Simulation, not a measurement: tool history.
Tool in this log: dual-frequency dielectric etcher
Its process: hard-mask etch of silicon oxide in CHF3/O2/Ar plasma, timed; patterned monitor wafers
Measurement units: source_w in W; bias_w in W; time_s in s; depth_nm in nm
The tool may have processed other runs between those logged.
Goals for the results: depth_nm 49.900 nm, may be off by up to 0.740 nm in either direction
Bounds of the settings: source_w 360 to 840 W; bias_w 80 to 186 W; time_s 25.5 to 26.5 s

run  hour  source_w  bias_w  time_s  depth_nm
  1   0.0       600     133    25.5    45.296
  2   3.6       600     150    25.5    47.911
  3   7.0       600     150    25.5    47.815
  4  10.7       610     150    25.5    48.062
  5  17.8       560     150    25.5    47.072
  6  23.7       560     150    25.5    46.415
  7  24.8       560     150    25.5    46.312
  8  25.7       570     150    25.5    46.764
  9  34.0       580     150    25.5    47.516
 10  39.7       590     150    25.5    47.381
 11  41.6       590     150    25.5    47.380
 12  45.6       600     150    25.5    48.158
 13  51.7       620     150    25.5    48.570

Which of these 4 next moves meets every target?
  A  57.8       620     151    26.0         ?
  B  57.8       580     149    25.5         ?
  C  57.8       520     150    26.0         ?
  D  57.8       590     136    26.5         ?

move  depth_nm
   A    49.232
   B    46.736
   C    45.782
   D    46.837
A: each result inside its tolerance
B: further off than the last run
C: further off than the last run
D: further off than the last run
A is the move that brings every result within its allowed miss.
